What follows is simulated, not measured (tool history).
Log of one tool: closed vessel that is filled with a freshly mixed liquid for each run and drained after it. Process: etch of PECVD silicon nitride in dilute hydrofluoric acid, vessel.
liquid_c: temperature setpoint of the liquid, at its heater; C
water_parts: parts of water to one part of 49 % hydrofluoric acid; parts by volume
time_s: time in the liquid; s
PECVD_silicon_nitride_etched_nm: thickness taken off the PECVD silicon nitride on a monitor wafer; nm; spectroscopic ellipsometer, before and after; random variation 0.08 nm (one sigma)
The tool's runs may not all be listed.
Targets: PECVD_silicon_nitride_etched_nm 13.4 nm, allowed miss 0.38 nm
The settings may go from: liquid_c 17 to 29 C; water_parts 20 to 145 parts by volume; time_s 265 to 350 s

run  hour  liquid_c  water_parts  time_s  PECVD_silicon_nitride_etched_nm
  1     0        21           80     350                           12.883
  2   4.8      19.5           80     350                           11.599
  3  13.9        18           80     350                           10.512
  4  22.8      19.5           80     350                           11.665
  5  27.4        20           80     350                           12.031
     34.2  -- thermometer replaced
  6  34.2        17           80     350                           8.7523
  7    42      17.5           80     350                           9.0003
  8  44.7        18           80     350                           9.3467
  9  53.3      18.5           80     350                           9.7398
 10  57.9        19           80     350                           10.018
 11  65.8      19.5           80     350                           10.386
 12  67.4        20           80     350                           10.721
 13  74.4      20.5           80     350                           11.191
 14  75.9        21           80     350                           11.398
 15  84.9      21.5           80     350                           12.047
 16  93.5        22           80     350                            12.29

4 next moves are on the table. One of them brings every result within its allowed miss. Which?
  A  102.1        22           75     335                                ?
  B  102.1      21.5           75     350                                ?
  C  102.1      22.5           70     320                                ?
  D  102.1      19.5           65     340                                ?

move  PECVD_silicon_nitride_etched_nm
   A                           12.674
   B                             12.8
   C                           13.399
   D                           12.465
A: nearer than the last run, and not there yet
B: nearer than the last run, and not there yet
C: meets every target
D: nearer than the last run, and not there yet
The right move is C.
